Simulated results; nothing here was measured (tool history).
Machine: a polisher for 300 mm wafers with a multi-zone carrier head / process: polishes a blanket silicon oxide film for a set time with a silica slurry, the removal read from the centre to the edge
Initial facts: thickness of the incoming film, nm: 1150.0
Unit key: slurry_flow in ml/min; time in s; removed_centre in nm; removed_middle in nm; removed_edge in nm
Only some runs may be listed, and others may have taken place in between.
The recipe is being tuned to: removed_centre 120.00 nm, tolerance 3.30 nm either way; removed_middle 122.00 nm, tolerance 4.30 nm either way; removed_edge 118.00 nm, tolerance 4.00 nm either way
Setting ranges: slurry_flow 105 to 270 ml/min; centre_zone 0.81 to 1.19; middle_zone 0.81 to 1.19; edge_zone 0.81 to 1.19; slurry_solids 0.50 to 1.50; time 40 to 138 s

{"run": 1, "hour": 0.0, "slurry_flow": 175, "centre_zone": 1.0, "middle_zone": 1.0, "edge_zone": 1.0, "slurry_solids": 1.0, "time": 88, "removed_centre": 159.29, "removed_middle": 158.44, "removed_edge": 155.42}
{"run": 2, "hour": 6.6, "slurry_flow": 170, "centre_zone": 0.98, "middle_zone": 0.98, "edge_zone": 0.96, "slurry_solids": 0.9, "time": 88, "removed_centre": 144.92, "removed_middle": 145.29, "removed_edge": 148.73}
{"run": 3, "hour": 13.5, "slurry_flow": 170, "centre_zone": 0.98, "middle_zone": 0.93, "edge_zone": 0.96, "slurry_solids": 0.9, "time": 88, "removed_centre": 148.39, "removed_middle": 140.69, "removed_edge": 147.68}
{"run": 4, "hour": 17.5, "slurry_flow": 175, "centre_zone": 0.99, "middle_zone": 0.96, "edge_zone": 0.93, "slurry_solids": 0.8, "time": 86, "removed_centre": 139.22, "removed_middle": 131.47, "removed_edge": 135.56}
{"run": 5, "hour": 19.9, "slurry_flow": 175, "centre_zone": 0.99, "middle_zone": 0.96, "edge_zone": 0.93, "slurry_solids": 0.75, "time": 86, "removed_centre": 133.24, "removed_middle": 129.67, "removed_edge": 130.32}
{"run": 6, "hour": 23.0, "slurry_flow": 165, "centre_zone": 0.99, "middle_zone": 0.97, "edge_zone": 0.91, "slurry_solids": 0.7, "time": 86, "removed_centre": 126.97, "removed_middle": 125.39, "removed_edge": 122.3}
{"run": 7, "hour": 30.3, "slurry_flow": 155, "centre_zone": 0.99, "middle_zone": 0.97, "edge_zone": 0.91, "slurry_solids": 0.7, "time": 86, "removed_centre": 124.39, "removed_middle": 122.34, "removed_edge": 121.78}
{"run": 8, "hour": 38.8, "slurry_flow": 150, "centre_zone": 0.99, "middle_zone": 0.98, "edge_zone": 0.9, "slurry_solids": 0.7, "time": 86, "removed_centre": 125.82, "removed_middle": 123.65, "removed_edge": 123.49}
{"run": 9, "hour": 47.4, "slurry_flow": 145, "centre_zone": 0.96, "middle_zone": 1.0, "edge_zone": 0.83, "slurry_solids": 0.65, "time": 86, "removed_centre": 116.94, "removed_middle": 119.48, "removed_edge": 111.08}
{"run": 10, "hour": 50.7, "slurry_flow": 150, "centre_zone": 0.96, "middle_zone": 1.0, "edge_zone": 0.85, "slurry_solids": 0.65, "time": 86, "removed_centre": 115.55, "removed_middle": 120.18, "removed_edge": 111.15}
{"run": 11, "hour": 54.1, "slurry_flow": 150, "centre_zone": 0.96, "middle_zone": 1.0, "edge_zone": 0.85, "slurry_solids": 0.65, "time": 86, "removed_centre": 116.34, "removed_middle": 121.03, "removed_edge": 113.52}

Exercise: of the 4 proposed moves below, exactly one satisfies all targets within the stated allowed misses. Which move is it?
{"run": "A", "hour": 57.5, "slurry_flow": 120, "centre_zone": 0.94, "middle_zone": 0.96, "edge_zone": 0.81, "slurry_solids": 0.85, "time": 83, "removed_centre": "?", "removed_middle": "?", "removed_edge": "?"}
{"run": "B", "hour": 57.5, "slurry_flow": 135, "centre_zone": 0.99, "middle_zone": 1.06, "edge_zone": 0.81, "slurry_solids": 0.55, "time": 93, "removed_centre": "?", "removed_middle": "?", "removed_edge": "?"}
{"run": "C", "hour": 57.5, "slurry_flow": 195, "centre_zone": 0.88, "middle_zone": 1.04, "edge_zone": 0.95, "slurry_solids": 0.65, "time": 83, "removed_centre": "?", "removed_middle": "?", "removed_edge": "?"}
{"run": "D", "hour": 57.5, "slurry_flow": 145, "centre_zone": 1.0, "middle_zone": 1.05, "edge_zone": 0.81, "slurry_solids": 0.6, "time": 90, "removed_centre": "?", "removed_middle": "?", "removed_edge": "?"}

move=A removed_centre=118.87 removed_middle=122.27 removed_edge=118.93
move=B removed_centre=115.11 removed_middle=121.65 removed_edge=107.84
move=C removed_centre=107.85 removed_middle=125.34 removed_edge=119.19
move=D removed_centre=120.18 removed_middle=124.48 removed_edge=110.80
A: meets every target
B: moves away from the targets compared with the last run
C: gets the furthest-off result to its target, but another result is out of tolerance
D: moves away from the targets compared with the last run
The right move is A.
